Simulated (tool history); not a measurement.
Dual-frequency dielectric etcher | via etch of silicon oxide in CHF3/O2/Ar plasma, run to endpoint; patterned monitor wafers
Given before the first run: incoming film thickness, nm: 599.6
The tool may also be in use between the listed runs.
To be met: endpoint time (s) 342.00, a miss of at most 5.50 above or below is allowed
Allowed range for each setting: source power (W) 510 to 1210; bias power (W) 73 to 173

run	hour	source power (W)	bias power (W)	endpoint time (s)
1	0.0	860	123	288.12
2	8.0	860	115	291.70
3	9.1	710	115	304.15
4	12.7	620	115	312.11
5	14.7	590	108	320.07
6	21.4	570	103	326.49
7	26.3	550	100	332.57
8	32.6	540	98	335.15

Below are 4 possible settings for the next run. Only one of them brings all results inside the allowed miss of their targets. Which is it?
A	38.9	510	78	?
B	38.9	550	106	?
C	38.9	650	94	?
D	38.9	600	84	?

move	endpoint time (s)
A	360.01
B	327.81
C	328.16
D	343.08
A: takes the result that was furthest off past its target
B: its largest miss is bigger than the last run's
C: its largest miss is bigger than the last run's
D: every result lands within tolerance
The right move is D.

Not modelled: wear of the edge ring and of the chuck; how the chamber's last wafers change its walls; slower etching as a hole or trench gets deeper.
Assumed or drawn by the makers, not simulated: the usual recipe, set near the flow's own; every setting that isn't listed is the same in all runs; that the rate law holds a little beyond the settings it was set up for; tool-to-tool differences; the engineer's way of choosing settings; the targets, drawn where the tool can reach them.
